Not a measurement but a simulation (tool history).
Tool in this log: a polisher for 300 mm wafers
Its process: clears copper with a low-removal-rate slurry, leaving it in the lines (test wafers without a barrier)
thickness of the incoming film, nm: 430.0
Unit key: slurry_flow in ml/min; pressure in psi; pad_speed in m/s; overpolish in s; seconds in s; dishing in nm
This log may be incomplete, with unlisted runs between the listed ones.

run 1 day=0.000 | slurry_flow=210 pressure=2.7 pad_speed=1.24 slurry_solids=1.0 overpolish=20 | seconds=139.01 dishing=27.639
run 2 day=0.296 | slurry_flow=210 pressure=2.7 pad_speed=1.42 slurry_solids=1.0 overpolish=20 | seconds=122.77 dishing=29.447
run 3 day=0.654 | slurry_flow=210 pressure=2.5 pad_speed=1.38 slurry_solids=1.0 overpolish=19 | seconds=136.54 dishing=26.876
run 4 day=0.971 | slurry_flow=210 pressure=2.5 pad_speed=1.38 slurry_solids=1.0 overpolish=13 | seconds=135.98 dishing=22.973
-- day=1.029 slurry blender recalibrated
run 5 day=1.029 | slurry_flow=210 pressure=2.3 pad_speed=1.36 slurry_solids=1.0 overpolish=14 | seconds=140.14 dishing=23.452
run 6 day=1.062 | slurry_flow=210 pressure=2.3 pad_speed=1.06 slurry_solids=1.0 overpolish=14 | seconds=179.82 dishing=20.948
run 7 day=1.100 | slurry_flow=210 pressure=2.2 pad_speed=1.06 slurry_solids=1.0 overpolish=15 | seconds=187.86 dishing=20.839
run 8 day=1.446 | slurry_flow=210 pressure=2.1 pad_speed=1.06 slurry_solids=1.0 overpolish=16 | seconds=191.53 dishing=21.508
run 9 day=1.788 | slurry_flow=210 pressure=2.0 pad_speed=1.06 slurry_solids=1.0 overpolish=16 | seconds=197.57 dishing=20.679

The next listed run, before its measurement:
run 10 day=2.112 | slurry_flow=210 pressure=1.9 pad_speed=1.06 slurry_solids=1.0 overpolish=17 | seconds=? dishing=?

seconds: 207.95 s
dishing: 21.126 nm

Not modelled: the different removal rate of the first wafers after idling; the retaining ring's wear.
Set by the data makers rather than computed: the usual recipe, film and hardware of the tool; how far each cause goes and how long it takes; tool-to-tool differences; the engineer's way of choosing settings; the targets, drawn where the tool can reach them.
